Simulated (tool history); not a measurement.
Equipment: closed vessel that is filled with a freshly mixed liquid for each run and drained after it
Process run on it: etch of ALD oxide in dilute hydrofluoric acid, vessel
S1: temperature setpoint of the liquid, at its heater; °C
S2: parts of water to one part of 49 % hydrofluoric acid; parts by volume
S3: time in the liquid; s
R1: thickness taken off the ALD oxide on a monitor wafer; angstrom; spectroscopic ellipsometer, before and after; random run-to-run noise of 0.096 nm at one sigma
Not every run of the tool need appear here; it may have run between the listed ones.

run  hour  S1   S2  S3       R1
  1   0.0  25  145  80   99.758
  2   1.6  27  145  80  107.980
  3   5.4  29  135  80  126.750
  4  11.0  29  100  80  177.500
  5  15.1  26  100  80  158.970
  6  18.3  27  100  80  164.970

Run 7 has not been measured yet. What should we expect?
  7  26.6  28  100  80   ?

R1: 173.390 angstrom

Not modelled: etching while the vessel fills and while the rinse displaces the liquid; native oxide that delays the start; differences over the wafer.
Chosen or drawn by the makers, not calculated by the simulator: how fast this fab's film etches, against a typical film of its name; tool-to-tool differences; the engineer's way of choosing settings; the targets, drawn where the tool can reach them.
